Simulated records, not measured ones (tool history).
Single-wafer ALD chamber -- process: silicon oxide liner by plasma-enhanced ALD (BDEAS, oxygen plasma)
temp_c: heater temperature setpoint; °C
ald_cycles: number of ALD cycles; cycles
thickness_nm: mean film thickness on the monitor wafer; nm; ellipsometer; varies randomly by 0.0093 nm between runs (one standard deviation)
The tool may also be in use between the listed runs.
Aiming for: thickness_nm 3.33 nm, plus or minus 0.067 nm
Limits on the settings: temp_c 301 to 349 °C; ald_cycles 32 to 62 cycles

Run 1, hour 0: temp_c 325 °C, ald_cycles 47 cycles. Result: thickness_nm 3.9048 nm.
Run 2, hour 4.9: temp_c 325 °C, ald_cycles 53 cycles. Result: thickness_nm 4.42 nm.
Run 3, hour 8.8: temp_c 325 °C, ald_cycles 47 cycles. Result: thickness_nm 3.9136 nm.
Run 4, hour 10.7: temp_c 325 °C, ald_cycles 46 cycles. Result: thickness_nm 3.8154 nm.
Run 5, hour 15.8: temp_c 325 °C, ald_cycles 45 cycles. Result: thickness_nm 3.7359 nm.
Run 6, hour 24.6: temp_c 325 °C, ald_cycles 44 cycles. Result: thickness_nm 3.662 nm.
Run 7, hour 26.4: temp_c 325 °C, ald_cycles 43 cycles. Result: thickness_nm 3.5894 nm.
Run 8, hour 30.7: temp_c 326 °C, ald_cycles 41 cycles. Result: thickness_nm 3.4073 nm.

Which of these 4 next moves meets every target?
Run A, hour 35: temp_c 328 °C, ald_cycles 38 cycles. Result: thickness_nm ?.
Run B, hour 35: temp_c 334 °C, ald_cycles 38 cycles. Result: thickness_nm ?.
Run C, hour 35: temp_c 318 °C, ald_cycles 38 cycles. Result: thickness_nm ?.
Run D, hour 35: temp_c 328 °C, ald_cycles 40 cycles. Result: thickness_nm ?.

move  thickness_nm
   A        3.1287
   B        3.1037
   C        3.1702
   D        3.2933
A: takes the result that was furthest off past its target
B: takes the result that was furthest off past its target
C: takes the result that was furthest off past its target
D: all results land within tolerance of their targets
Go with D: it meets all targets.

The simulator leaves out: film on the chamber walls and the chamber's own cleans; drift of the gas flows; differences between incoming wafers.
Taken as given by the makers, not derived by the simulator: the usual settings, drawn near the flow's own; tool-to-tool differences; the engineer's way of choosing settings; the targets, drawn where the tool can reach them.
